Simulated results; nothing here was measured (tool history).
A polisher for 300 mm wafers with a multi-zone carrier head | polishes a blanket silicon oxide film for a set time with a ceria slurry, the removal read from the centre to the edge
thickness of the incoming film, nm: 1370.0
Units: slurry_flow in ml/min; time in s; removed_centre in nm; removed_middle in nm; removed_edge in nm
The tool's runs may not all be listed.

run 1 hour=0.0 | slurry_flow=260 centre_zone=1.00 middle_zone=1.00 edge_zone=1.00 time=57 | removed_centre=157.730 removed_middle=165.910 removed_edge=161.790
run 2 hour=7.4 | slurry_flow=260 centre_zone=0.95 middle_zone=1.00 edge_zone=1.00 time=57 | removed_centre=150.870 removed_middle=160.230 removed_edge=160.760
run 3 hour=13.2 | slurry_flow=250 centre_zone=0.92 middle_zone=1.02 edge_zone=0.97 time=50 | removed_centre=128.600 removed_middle=147.030 removed_edge=139.980
run 4 hour=20.1 | slurry_flow=250 centre_zone=0.92 middle_zone=1.02 edge_zone=0.97 time=63 | removed_centre=161.080 removed_middle=184.010 removed_edge=174.320
run 5 hour=23.0 | slurry_flow=190 centre_zone=0.92 middle_zone=1.02 edge_zone=0.97 time=63 | removed_centre=158.070 removed_middle=177.660 removed_edge=174.850
run 6 hour=28.9 | slurry_flow=190 centre_zone=0.88 middle_zone=1.02 edge_zone=0.97 time=63 | removed_centre=149.590 removed_middle=178.590 removed_edge=177.600
run 7 hour=36.8 | slurry_flow=190 centre_zone=0.87 middle_zone=1.02 edge_zone=0.94 time=55 | removed_centre=128.670 removed_middle=157.380 removed_edge=151.220
run 8 hour=40.8 | slurry_flow=190 centre_zone=0.87 middle_zone=1.01 edge_zone=0.91 time=48 | removed_centre=113.690 removed_middle=138.110 removed_edge=127.420
run 9 hour=45.6 | slurry_flow=175 centre_zone=0.81 middle_zone=0.95 edge_zone=0.88 time=32 | removed_centre=69.358 removed_middle=85.875 removed_edge=87.742
run 10 hour=48.1 | slurry_flow=185 centre_zone=0.82 middle_zone=0.96 edge_zone=0.87 time=32 | removed_centre=71.016 removed_middle=86.817 removed_edge=85.720
run 11 hour=54.3 | slurry_flow=185 centre_zone=0.83 middle_zone=0.97 edge_zone=0.87 time=32 | removed_centre=72.400 removed_middle=87.261 removed_edge=83.920
run 12 hour=60.8 | slurry_flow=185 centre_zone=0.83 middle_zone=0.98 edge_zone=0.87 time=32 | removed_centre=71.287 removed_middle=87.513 removed_edge=84.165

The next listed run, before its measurement:
run 13 hour=66.2 | slurry_flow=185 centre_zone=0.83 middle_zone=0.98 edge_zone=0.87 time=32 | removed_centre=? removed_middle=? removed_edge=?

removed_centre: 71.362 nm
removed_middle: 89.866 nm
removed_edge: 83.711 nm

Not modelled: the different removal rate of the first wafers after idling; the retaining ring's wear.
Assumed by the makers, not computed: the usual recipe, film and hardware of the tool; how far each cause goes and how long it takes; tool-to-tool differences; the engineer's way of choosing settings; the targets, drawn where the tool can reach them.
